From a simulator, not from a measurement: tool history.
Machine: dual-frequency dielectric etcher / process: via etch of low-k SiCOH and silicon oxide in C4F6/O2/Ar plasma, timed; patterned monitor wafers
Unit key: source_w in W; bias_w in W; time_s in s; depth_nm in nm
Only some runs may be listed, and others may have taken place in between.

| run | hour | source_w | bias_w | time_s | depth_nm |
|---|---|---|---|---|---|
| 1 | 0.0 | 290 | 233 | 50.5 | 130.92 |
| 2 | 8.2 | 290 | 233 | 46.5 | 119.39 |
| 3 | 16.1 | 290 | 233 | 50.5 | 131.31 |
| 4 | 21.6 | 310 | 233 | 50.5 | 134.28 |
| 5 | 23.7 | 320 | 234 | 50.5 | 134.31 |
| 6 | 28.7 | 290 | 234 | 50.5 | 131.88 |
| 7 | 36.5 | 310 | 238 | 50.5 | 134.74 |

What will run 8 give?
| 8 | 39.3 | 320 | 240 | 50.5 | ? |

depth_nm: 137.12 nm

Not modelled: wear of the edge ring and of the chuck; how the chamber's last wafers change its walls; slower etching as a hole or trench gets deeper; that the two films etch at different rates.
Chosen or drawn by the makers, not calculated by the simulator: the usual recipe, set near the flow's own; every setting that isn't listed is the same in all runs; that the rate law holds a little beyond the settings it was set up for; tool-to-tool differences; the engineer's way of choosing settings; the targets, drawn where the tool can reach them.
